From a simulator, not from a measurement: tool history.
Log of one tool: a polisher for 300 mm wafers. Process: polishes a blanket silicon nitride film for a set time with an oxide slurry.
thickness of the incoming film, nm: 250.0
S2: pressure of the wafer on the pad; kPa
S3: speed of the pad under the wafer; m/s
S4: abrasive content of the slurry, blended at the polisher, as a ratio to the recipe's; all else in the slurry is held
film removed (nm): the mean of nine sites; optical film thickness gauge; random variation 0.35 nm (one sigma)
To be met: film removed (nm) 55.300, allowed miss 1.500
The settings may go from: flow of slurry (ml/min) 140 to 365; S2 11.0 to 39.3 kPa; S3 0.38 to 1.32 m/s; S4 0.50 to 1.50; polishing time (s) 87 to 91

{"run": 1, "hour": 0.0, "flow of slurry (ml/min)": 235, "S2": 24.8, "S3": 0.84, "S4": 1.0, "polishing time (s)": 87, "film removed (nm)": 47.428}
{"run": 2, "hour": 5.9, "flow of slurry (ml/min)": 235, "S2": 31.0, "S3": 0.84, "S4": 1.0, "polishing time (s)": 87, "film removed (nm)": 58.011}
{"run": 3, "hour": 11.3, "flow of slurry (ml/min)": 230, "S2": 30.3, "S3": 0.84, "S4": 1.0, "polishing time (s)": 87, "film removed (nm)": 57.266}
{"run": 4, "hour": 12.6, "flow of slurry (ml/min)": 230, "S2": 30.3, "S3": 1.04, "S4": 1.0, "polishing time (s)": 87, "film removed (nm)": 66.533}
{"run": 5, "hour": 19.2, "flow of slurry (ml/min)": 230, "S2": 30.3, "S3": 1.04, "S4": 0.85, "polishing time (s)": 87, "film removed (nm)": 62.694}
{"run": 6, "hour": 23.0, "flow of slurry (ml/min)": 255, "S2": 30.3, "S3": 1.04, "S4": 0.85, "polishing time (s)": 87, "film removed (nm)": 63.276}
{"run": 7, "hour": 27.7, "flow of slurry (ml/min)": 255, "S2": 29.0, "S3": 1.04, "S4": 0.85, "polishing time (s)": 87, "film removed (nm)": 60.165}
{"run": 8, "hour": 33.2, "flow of slurry (ml/min)": 255, "S2": 28.3, "S3": 1.04, "S4": 0.85, "polishing time (s)": 87, "film removed (nm)": 59.282}
{"run": 9, "hour": 39.5, "flow of slurry (ml/min)": 250, "S2": 27.6, "S3": 1.04, "S4": 0.85, "polishing time (s)": 87, "film removed (nm)": 57.073}

Which of these 4 next moves meets every target?
{"run": "A", "hour": 45.8, "flow of slurry (ml/min)": 270, "S2": 28.3, "S3": 0.82, "S4": 0.9, "polishing time (s)": 87, "film removed (nm)": "?"}
{"run": "B", "hour": 45.8, "flow of slurry (ml/min)": 225, "S2": 25.5, "S3": 1.0, "S4": 1.05, "polishing time (s)": 87, "film removed (nm)": "?"}
{"run": "C", "hour": 45.8, "flow of slurry (ml/min)": 195, "S2": 24.8, "S3": 0.98, "S4": 1.05, "polishing time (s)": 87, "film removed (nm)": "?"}
{"run": "D", "hour": 45.8, "flow of slurry (ml/min)": 295, "S2": 24.8, "S3": 0.9, "S4": 1.0, "polishing time (s)": 87, "film removed (nm)": "?"}

move=A film_removed_(nm)=51.505
move=B film_removed_(nm)=55.956
move=C film_removed_(nm)=52.613
move=D film_removed_(nm)=51.082
A: takes the result that was furthest off past its target
B: meets every target
C: takes the result that was furthest off past its target
D: takes the result that was furthest off past its target
Move B is the one to make.

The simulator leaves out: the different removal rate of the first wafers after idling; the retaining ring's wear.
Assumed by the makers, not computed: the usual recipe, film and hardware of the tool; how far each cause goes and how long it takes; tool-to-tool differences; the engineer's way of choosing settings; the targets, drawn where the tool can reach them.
